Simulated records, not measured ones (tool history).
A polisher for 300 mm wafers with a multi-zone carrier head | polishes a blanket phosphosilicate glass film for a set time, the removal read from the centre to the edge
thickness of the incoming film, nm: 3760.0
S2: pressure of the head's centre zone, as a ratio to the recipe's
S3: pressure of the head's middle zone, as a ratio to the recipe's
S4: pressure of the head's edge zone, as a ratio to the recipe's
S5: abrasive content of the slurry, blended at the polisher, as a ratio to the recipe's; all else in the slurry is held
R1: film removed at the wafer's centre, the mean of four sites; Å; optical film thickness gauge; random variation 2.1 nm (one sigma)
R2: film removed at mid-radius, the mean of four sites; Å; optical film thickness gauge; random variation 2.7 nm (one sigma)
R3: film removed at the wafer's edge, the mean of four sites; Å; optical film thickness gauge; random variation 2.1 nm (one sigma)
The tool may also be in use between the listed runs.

{"run": 1, "day": 0.0, "flow of slurry (ml/min)": 250, "S2": 1.0, "S3": 1.0, "S4": 1.0, "S5": 1.0, "polishing time (s)": 59, "R1": 3728.4, "R2": 3854.7, "R3": 3896.6}
{"run": 2, "day": 0.021, "flow of slurry (ml/min)": 250, "S2": 0.99, "S3": 1.0, "S4": 0.98, "S5": 0.95, "polishing time (s)": 58, "R1": 3561.6, "R2": 3754.0, "R3": 3747.5}
{"run": 3, "day": 0.371, "flow of slurry (ml/min)": 250, "S2": 0.99, "S3": 1.0, "S4": 0.97, "S5": 0.9, "polishing time (s)": 56, "R1": 3336.4, "R2": 3540.4, "R3": 3510.8}
{"run": 4, "day": 0.471, "flow of slurry (ml/min)": 250, "S2": 0.99, "S3": 1.0, "S4": 0.97, "S5": 1.0, "polishing time (s)": 56, "R1": 3491.9, "R2": 3627.3, "R3": 3665.7}
{"run": 5, "day": 0.829, "flow of slurry (ml/min)": 250, "S2": 0.99, "S3": 1.0, "S4": 0.97, "S5": 0.85, "polishing time (s)": 56, "R1": 3261.4, "R2": 3481.6, "R3": 3429.8}
{"run": 6, "day": 1.154, "flow of slurry (ml/min)": 250, "S2": 0.99, "S3": 1.0, "S4": 0.97, "S5": 0.75, "polishing time (s)": 56, "R1": 3083.3, "R2": 3245.5, "R3": 3280.5}
{"run": 7, "day": 1.512, "flow of slurry (ml/min)": 250, "S2": 0.99, "S3": 1.0, "S4": 0.97, "S5": 0.75, "polishing time (s)": 56, "R1": 3133.6, "R2": 3284.2, "R3": 3313.6}
{"run": 8, "day": 1.621, "flow of slurry (ml/min)": 250, "S2": 0.99, "S3": 1.0, "S4": 0.95, "S5": 0.7, "polishing time (s)": 55, "R1": 2969.7, "R2": 3083.2, "R3": 3085.8}
{"run": 9, "day": 1.975, "flow of slurry (ml/min)": 250, "S2": 0.98, "S3": 1.0, "S4": 0.93, "S5": 0.65, "polishing time (s)": 55, "R1": 2908.6, "R2": 3005.0, "R3": 2960.3}
{"run": 10, "day": 2.304, "flow of slurry (ml/min)": 220, "S2": 0.88, "S3": 0.98, "S4": 0.83, "S5": 0.5, "polishing time (s)": 52, "R1": 2103.9, "R2": 2409.2, "R3": 2368.7}

Run 11 comes next. What will it give?
{"run": 11, "day": 2.533, "flow of slurry (ml/min)": 230, "S2": 0.89, "S3": 0.98, "S4": 0.83, "S5": 0.5, "polishing time (s)": 52, "R1": "?", "R2": "?", "R3": "?"}

Run 11 gave R1 2181.1 Å, R2 2469.5 Å, R3 2377.0 Å.
